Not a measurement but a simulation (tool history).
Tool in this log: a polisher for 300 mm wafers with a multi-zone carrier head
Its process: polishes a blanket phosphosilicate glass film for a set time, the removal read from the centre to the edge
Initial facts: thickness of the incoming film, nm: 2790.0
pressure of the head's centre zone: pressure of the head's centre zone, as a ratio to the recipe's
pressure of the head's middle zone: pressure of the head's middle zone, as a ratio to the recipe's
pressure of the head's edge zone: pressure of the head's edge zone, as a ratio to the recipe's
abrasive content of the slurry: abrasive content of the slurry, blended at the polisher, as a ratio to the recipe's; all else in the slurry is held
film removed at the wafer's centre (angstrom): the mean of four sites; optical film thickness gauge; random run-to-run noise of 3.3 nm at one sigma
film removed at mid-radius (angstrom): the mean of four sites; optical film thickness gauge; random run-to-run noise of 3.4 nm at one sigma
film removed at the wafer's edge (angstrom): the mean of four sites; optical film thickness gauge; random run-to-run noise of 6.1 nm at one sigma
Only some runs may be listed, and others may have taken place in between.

run	hour	flow of slurry (ml/min)	pressure of the head's centre zone	pressure of the head's middle zone	pressure of the head's edge zone	abrasive content of the slurry	polishing time (s)	film removed at the wafer's centre (angstrom)	film removed at mid-radius (angstrom)	film removed at the wafer's edge (angstrom)
1	0	205	1	1	1	1	54	5964.5	5895.6	6042.7
2	2.3	195	0.96	0.97	0.97	0.95	54	5568.2	5683.2	5777.4
3	4.5	195	0.96	0.97	0.97	0.95	61	6365.7	6443.6	6577.1
4	11.3	195	1.05	0.97	0.97	0.95	61	6850.5	6352.3	6566.2
5	18.1	185	1	0.94	0.96	0.85	61	6181.6	5945.1	6272.2
6	22.7	185	1	0.94	0.96	1	61	6614.7	6371.4	6667
7	26.6	180	0.97	0.92	0.94	0.9	61	6161	5983.7	6216.5
8	28.1	170	0.93	0.9	0.93	0.85	61	5586.5	5729.5	6036.6
9	33.3	165	0.92	0.88	0.91	0.8	61	5440.9	5484.4	5792.3
10	36	160	0.9	0.87	0.9	0.75	61	5236	5213.3	5517.4

Run 11 has not been measured yet. What should we expect?
11	38.8	155	0.88	0.86	0.89	0.75	61	?	?	?

{"run 11": {"film removed at the wafer's centre (angstrom)": 4948.5, "film removed at mid-radius (angstrom)": 5133.3, "film removed at the wafer's edge (angstrom)": 5527.2}}

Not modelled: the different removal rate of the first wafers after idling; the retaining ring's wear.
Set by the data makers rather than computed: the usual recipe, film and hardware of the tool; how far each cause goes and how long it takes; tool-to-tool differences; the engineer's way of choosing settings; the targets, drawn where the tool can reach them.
